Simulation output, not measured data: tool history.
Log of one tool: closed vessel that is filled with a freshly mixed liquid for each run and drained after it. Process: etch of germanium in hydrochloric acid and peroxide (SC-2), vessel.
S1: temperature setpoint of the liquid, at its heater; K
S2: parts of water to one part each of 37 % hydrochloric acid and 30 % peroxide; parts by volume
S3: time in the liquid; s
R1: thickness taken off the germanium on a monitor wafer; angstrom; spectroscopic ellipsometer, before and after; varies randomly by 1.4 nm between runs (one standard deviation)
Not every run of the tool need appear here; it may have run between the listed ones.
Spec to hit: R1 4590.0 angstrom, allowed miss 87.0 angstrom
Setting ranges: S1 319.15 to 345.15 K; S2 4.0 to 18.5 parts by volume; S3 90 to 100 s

run 1 hour=0.0 | S1=335.15 S2=10.5 S3=90 | R1=3328.4
run 2 hour=2.3 | S1=335.15 S2=10.5 S3=100 | R1=3712.7
run 3 hour=6.6 | S1=336.15 S2=10.5 S3=100 | R1=3805.8
run 4 hour=8.2 | S1=337.15 S2=10.5 S3=100 | R1=3933.2
run 5 hour=14.1 | S1=337.15 S2=10.5 S3=100 | R1=3938.3
run 6 hour=20.9 | S1=337.15 S2=10.5 S3=90 | R1=3530.1
run 7 hour=25.7 | S1=338.15 S2=10.5 S3=90 | R1=3641.1
-- hour=33.3 thermometer replaced
run 8 hour=33.3 | S1=339.15 S2=10.5 S3=90 | R1=4048.1
run 9 hour=40.4 | S1=342.65 S2=10.5 S3=90 | R1=4421.4
run 10 hour=43.2 | S1=343.15 S2=10.5 S3=90 | R1=4483.5

Consider the 5 candidate settings below. Which is the only one whose results all fall within their allowed miss of target?
run A hour=46.0 | S1=343.65 S2=10.5 S3=90 | R1=?
run B hour=46.0 | S1=339.15 S2=8.0 S3=95 | R1=?
run C hour=46.0 | S1=343.15 S2=10.5 S3=95 | R1=?
run D hour=46.0 | S1=340.65 S2=10.5 S3=95 | R1=?
run E hour=46.0 | S1=342.65 S2=12.0 S3=100 | R1=?

move=A R1=4551.4
move=B R1=4363.5
move=C R1=4738.9
move=D R1=4422.3
move=E R1=4829.3
A: each result inside its tolerance
B: moves away from the targets compared with the last run
C: moves the result that the last run missed by most past its target, out the other side
D: moves away from the targets compared with the last run
E: moves the result that the last run missed by most past its target, out the other side
The move that meets every target is A.
